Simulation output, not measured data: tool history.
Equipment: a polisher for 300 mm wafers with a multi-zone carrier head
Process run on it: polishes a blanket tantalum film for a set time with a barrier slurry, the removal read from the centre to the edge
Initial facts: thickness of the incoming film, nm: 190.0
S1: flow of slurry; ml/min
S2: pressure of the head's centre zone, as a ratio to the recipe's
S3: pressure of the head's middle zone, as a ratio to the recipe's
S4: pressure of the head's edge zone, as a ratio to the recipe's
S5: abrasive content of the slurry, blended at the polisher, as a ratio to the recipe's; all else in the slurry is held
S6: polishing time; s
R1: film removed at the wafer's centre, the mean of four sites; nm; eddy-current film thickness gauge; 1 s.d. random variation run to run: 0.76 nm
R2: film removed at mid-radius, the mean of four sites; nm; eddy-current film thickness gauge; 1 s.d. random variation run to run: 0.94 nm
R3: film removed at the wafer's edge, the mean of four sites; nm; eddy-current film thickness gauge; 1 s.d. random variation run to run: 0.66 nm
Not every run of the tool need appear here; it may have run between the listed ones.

run 1 hour=0 | S1=190 S2=1 S3=1 S4=1 S5=1 S6=31 | R1=71.503 R2=72.268 R3=76.348
run 2 hour=5.8 | S1=190 S2=1.02 S3=1.01 S4=0.97 S5=0.9 S6=31 | R1=71.74 R2=71.676 R3=72.411
run 3 hour=11.9 | S1=185 S2=1.03 S3=1.01 S4=0.94 S5=0.85 S6=31 | R1=72.464 R2=69.037 R3=69.391
run 4 hour=19.4 | S1=180 S2=1.03 S3=1.02 S4=0.92 S5=0.8 S6=31 | R1=69.403 R2=66.771 R3=66.502
run 5 hour=21.4 | S1=175 S2=1.03 S3=1.03 S4=0.9 S5=0.8 S6=31 | R1=68.429 R2=66.673 R3=66.079
run 6 hour=26 | S1=175 S2=1.03 S3=1.03 S4=0.9 S5=0.95 S6=31 | R1=73.122 R2=71.758 R3=68.67
run 7 hour=28.2 | S1=170 S2=1.03 S3=1.03 S4=0.88 S5=0.95 S6=31 | R1=70.803 R2=72.338 R3=70.33
run 8 hour=33.2 | S1=170 S2=1.04 S3=1.04 S4=0.87 S5=0.9 S6=31 | R1=70.618 R2=70.299 R3=69.016
run 9 hour=41.1 | S1=175 S2=1.12 S3=1.14 S4=0.81 S5=0.65 S6=29 | R1=62.576 R2=61.695 R3=54.341
run 10 hour=45.9 | S1=180 S2=1.12 S3=1.13 S4=0.83 S5=0.65 S6=29 | R1=62.546 R2=61.275 R3=55.243

Run 11, settings as shown, results not yet in. Your forecast:
run 11 hour=53.9 | S1=185 S2=1.13 S3=1.13 S4=0.84 S5=0.65 S6=29 | R1=? R2=? R3=?

For run 11 the tool returned R1 63.234 nm, R2 62.209 nm, R3 54.68 nm.

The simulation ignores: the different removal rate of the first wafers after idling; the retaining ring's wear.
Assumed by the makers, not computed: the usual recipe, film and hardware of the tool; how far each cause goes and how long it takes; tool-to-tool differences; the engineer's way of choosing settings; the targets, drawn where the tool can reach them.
